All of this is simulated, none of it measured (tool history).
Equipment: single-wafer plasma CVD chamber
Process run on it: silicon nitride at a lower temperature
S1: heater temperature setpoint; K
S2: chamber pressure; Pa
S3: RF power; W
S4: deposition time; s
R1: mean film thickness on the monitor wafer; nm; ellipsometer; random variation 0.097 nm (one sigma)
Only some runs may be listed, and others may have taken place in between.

{"run": 1, "hour": 0.0, "S1": 618.15, "S2": 173, "S3": 285, "S4": 16.8, "R1": 18.843}
{"run": 2, "hour": 0.8, "S1": 618.15, "S2": 173, "S3": 285, "S4": 16.8, "R1": 18.862}
{"run": 3, "hour": 6.5, "S1": 618.15, "S2": 173, "S3": 270, "S4": 16.8, "R1": 18.229}
{"run": 4, "hour": 10.7, "S1": 618.15, "S2": 187, "S3": 280, "S4": 16.8, "R1": 19.081}
{"run": 5, "hour": 19.0, "S1": 618.15, "S2": 187, "S3": 320, "S4": 16.8, "R1": 20.815}
{"run": 6, "hour": 22.7, "S1": 622.15, "S2": 187, "S3": 320, "S4": 16.8, "R1": 20.72}
{"run": 7, "hour": 31.2, "S1": 622.15, "S2": 192, "S3": 320, "S4": 16.8, "R1": 20.975}

Forecast run 8:
{"run": 8, "hour": 39.1, "S1": 622.15, "S2": 196, "S3": 320, "S4": 16.8, "R1": "?"}

R1: 21.101 nm

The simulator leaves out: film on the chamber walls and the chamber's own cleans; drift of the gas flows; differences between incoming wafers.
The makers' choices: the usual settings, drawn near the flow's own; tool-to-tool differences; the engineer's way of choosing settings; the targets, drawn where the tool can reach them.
